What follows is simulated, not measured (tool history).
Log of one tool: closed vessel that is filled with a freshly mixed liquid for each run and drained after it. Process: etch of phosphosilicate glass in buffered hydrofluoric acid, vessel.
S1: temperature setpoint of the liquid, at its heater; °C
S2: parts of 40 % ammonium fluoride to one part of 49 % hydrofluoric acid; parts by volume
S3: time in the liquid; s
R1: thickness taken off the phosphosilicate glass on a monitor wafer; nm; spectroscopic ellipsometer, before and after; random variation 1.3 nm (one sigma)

run	hour	S1	S2	S3	R1
1	0.0	23.0	13.5	30	75.239
2	7.1	23.0	13.5	30	74.772
3	9.5	24.5	13.0	30	85.813
4	12.5	21.0	13.0	30	70.073
5	15.1	21.0	13.0	30	69.351
6	16.6	21.0	13.0	30	69.996
7	22.6	22.5	12.5	30	79.222

The next listed run, before its measurement:
8	29.3	24.0	12.5	30	?

{"run 8": {"R1": 85.972}}

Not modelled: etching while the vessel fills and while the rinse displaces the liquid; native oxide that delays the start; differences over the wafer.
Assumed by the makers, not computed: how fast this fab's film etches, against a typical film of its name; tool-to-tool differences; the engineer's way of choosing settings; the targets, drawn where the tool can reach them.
